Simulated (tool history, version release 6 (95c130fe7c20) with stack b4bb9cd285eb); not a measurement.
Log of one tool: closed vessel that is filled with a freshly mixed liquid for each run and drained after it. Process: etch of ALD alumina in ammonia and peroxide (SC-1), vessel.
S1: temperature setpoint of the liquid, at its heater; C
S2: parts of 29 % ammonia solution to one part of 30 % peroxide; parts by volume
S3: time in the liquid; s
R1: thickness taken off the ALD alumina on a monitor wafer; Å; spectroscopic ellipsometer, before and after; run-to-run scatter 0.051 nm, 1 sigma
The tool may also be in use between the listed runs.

{"run": 1, "day": 0.0, "S1": 46.0, "S2": 0.75, "S3": 210, "R1": 70.512}
{"run": 2, "day": 0.258, "S1": 46.0, "S2": 1.0, "S3": 210, "R1": 72.371}
{"run": 3, "day": 0.308, "S1": 46.0, "S2": 0.85, "S3": 210, "R1": 71.668}
{"run": 4, "day": 0.542, "S1": 45.5, "S2": 0.85, "S3": 210, "R1": 69.222}
{"run": 5, "day": 0.892, "S1": 45.0, "S2": 0.85, "S3": 210, "R1": 67.878}
{"run": 6, "day": 1.225, "S1": 45.0, "S2": 0.85, "S3": 220, "R1": 69.984}
{"run": 7, "day": 1.558, "S1": 44.5, "S2": 0.85, "S3": 220, "R1": 68.821}

Run 8 has not been measured yet. What should we expect?
{"run": 8, "day": 1.65, "S1": 44.0, "S2": 0.85, "S3": 220, "R1": "?"}

Run 8 measured R1 66.387 Å.

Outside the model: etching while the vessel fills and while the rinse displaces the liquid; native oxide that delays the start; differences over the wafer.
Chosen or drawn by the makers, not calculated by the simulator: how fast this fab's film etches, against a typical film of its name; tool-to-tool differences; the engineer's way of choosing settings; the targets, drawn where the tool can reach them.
